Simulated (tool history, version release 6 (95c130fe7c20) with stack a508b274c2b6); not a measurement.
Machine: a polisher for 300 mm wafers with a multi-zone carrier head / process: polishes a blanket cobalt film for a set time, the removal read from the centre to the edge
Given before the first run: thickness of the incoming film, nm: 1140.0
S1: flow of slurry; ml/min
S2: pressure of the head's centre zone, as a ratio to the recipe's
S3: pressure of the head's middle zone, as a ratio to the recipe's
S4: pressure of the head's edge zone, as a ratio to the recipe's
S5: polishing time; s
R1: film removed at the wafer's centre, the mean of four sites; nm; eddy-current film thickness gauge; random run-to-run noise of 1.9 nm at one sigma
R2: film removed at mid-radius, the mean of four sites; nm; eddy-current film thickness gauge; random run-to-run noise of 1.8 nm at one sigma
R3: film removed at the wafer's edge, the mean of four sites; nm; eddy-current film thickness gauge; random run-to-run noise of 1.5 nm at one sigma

run 1 day=0 | S1=280 S2=1 S3=1 S4=1 S5=33 | R1=175.36 R2=180.15 R3=174.62
run 2 day=0.312 | S1=285 S2=1 S3=1 S4=1.03 S5=34 | R1=182.66 R2=185.62 R3=183.18
run 3 day=0.5 | S1=290 S2=1 S3=1 S4=1.05 S5=34 | R1=182.41 R2=185.2 R3=185.69
run 4 day=0.733 | S1=345 S2=1 S3=1 S4=1.05 S5=34 | R1=184.55 R2=186.51 R3=189.17
run 5 day=1.075 | S1=345 S2=0.94 S3=1 S4=1.05 S5=34 | R1=174.75 R2=185.98 R3=185.98
run 6 day=1.392 | S1=345 S2=0.94 S3=1.05 S4=1.05 S5=34 | R1=174.05 R2=194.69 R3=186.25

Run 7 is up next; what results do you expect?
run 7 day=1.721 | S1=350 S2=0.95 S3=1.05 S4=1.07 S5=34 | R1=? R2=? R3=?

R1: 174.89 nm
R2: 193.56 nm
R3: 188.87 nm

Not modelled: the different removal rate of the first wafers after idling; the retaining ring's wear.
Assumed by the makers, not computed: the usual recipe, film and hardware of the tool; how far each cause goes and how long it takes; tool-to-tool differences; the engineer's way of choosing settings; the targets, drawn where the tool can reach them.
